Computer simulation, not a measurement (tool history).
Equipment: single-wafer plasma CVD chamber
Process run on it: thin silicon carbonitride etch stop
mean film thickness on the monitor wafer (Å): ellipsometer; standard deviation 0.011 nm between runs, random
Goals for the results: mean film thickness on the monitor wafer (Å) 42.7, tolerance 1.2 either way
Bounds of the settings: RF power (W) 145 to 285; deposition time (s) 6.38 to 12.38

run,hour,RF power (W),deposition time (s),mean film thickness on the monitor wafer (Å)
1,0,215,9.38,55.958
2,2.7,215,8.25,49.007
3,4.2,215,8.72,51.802
4,10.5,215,9.58,56.809
5,16.4,230,9.58,58.455
6,25.2,215,8.94,52.83
7,27.7,205,8.55,49.921
8,31,195,8.26,47.489
9,36.6,185,8.09,45.633
10,43.9,180,8.01,44.665
11,48.3,175,7.96,43.902

Pick the move, out of 4, that brings all results within their allowed miss; only one does.
A,52.7,185,8.08,?
B,52.7,165,7.92,?
C,52.7,175,8.21,?
D,52.7,210,7.76,?

move,mean film thickness on the monitor wafer (Å)
A,45.779
B,42.987
C,45.563
D,46.046
A: further off than the last run
B: all results in spec
C: further off than the last run
D: further off than the last run
The right move is B.
